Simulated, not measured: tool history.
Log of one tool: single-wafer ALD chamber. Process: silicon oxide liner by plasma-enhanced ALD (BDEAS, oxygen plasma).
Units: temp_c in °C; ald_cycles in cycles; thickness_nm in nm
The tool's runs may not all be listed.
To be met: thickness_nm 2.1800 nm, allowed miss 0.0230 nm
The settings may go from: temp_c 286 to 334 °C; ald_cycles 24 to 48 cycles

run 1 hour=0.0 | temp_c=310 ald_cycles=36 | thickness_nm=2.9691
run 2 hour=0.8 | temp_c=312 ald_cycles=34 | thickness_nm=2.7862
run 3 hour=2.8 | temp_c=305 ald_cycles=34 | thickness_nm=2.8078
run 4 hour=10.4 | temp_c=301 ald_cycles=34 | thickness_nm=2.8419
run 5 hour=19.3 | temp_c=305 ald_cycles=32 | thickness_nm=2.6529
run 6 hour=22.7 | temp_c=301 ald_cycles=32 | thickness_nm=2.6714
run 7 hour=30.3 | temp_c=304 ald_cycles=31 | thickness_nm=2.5770
run 8 hour=36.3 | temp_c=316 ald_cycles=25 | thickness_nm=2.0462
run 9 hour=38.7 | temp_c=312 ald_cycles=25 | thickness_nm=2.0573
run 10 hour=44.0 | temp_c=308 ald_cycles=25 | thickness_nm=2.0630
run 11 hour=51.6 | temp_c=306 ald_cycles=25 | thickness_nm=2.0841
run 12 hour=54.4 | temp_c=303 ald_cycles=25 | thickness_nm=2.0730
run 13 hour=55.1 | temp_c=302 ald_cycles=25 | thickness_nm=2.0782
run 14 hour=61.5 | temp_c=302 ald_cycles=25 | thickness_nm=2.0715
-- hour=66.8 thermocouple changed; heater temperature recalibrated
run 15 hour=66.8 | temp_c=302 ald_cycles=25 | thickness_nm=2.0911
run 16 hour=75.2 | temp_c=300 ald_cycles=25 | thickness_nm=2.0952
run 17 hour=76.1 | temp_c=295 ald_cycles=26 | thickness_nm=2.2330

4 next moves are on the table. One of them brings every result within its allowed miss. Which?
run A hour=77.0 | temp_c=294 ald_cycles=26 | thickness_nm=?
run B hour=77.0 | temp_c=294 ald_cycles=27 | thickness_nm=?
run C hour=77.0 | temp_c=300 ald_cycles=26 | thickness_nm=?
run D hour=77.0 | temp_c=288 ald_cycles=26 | thickness_nm=?

move=A thickness_nm=2.2314
move=B thickness_nm=2.3173
move=C thickness_nm=2.1827
move=D thickness_nm=2.2802
A: as far off as the last run
B: further off than the last run
C: meets every target
D: further off than the last run
Move C is the one to make.
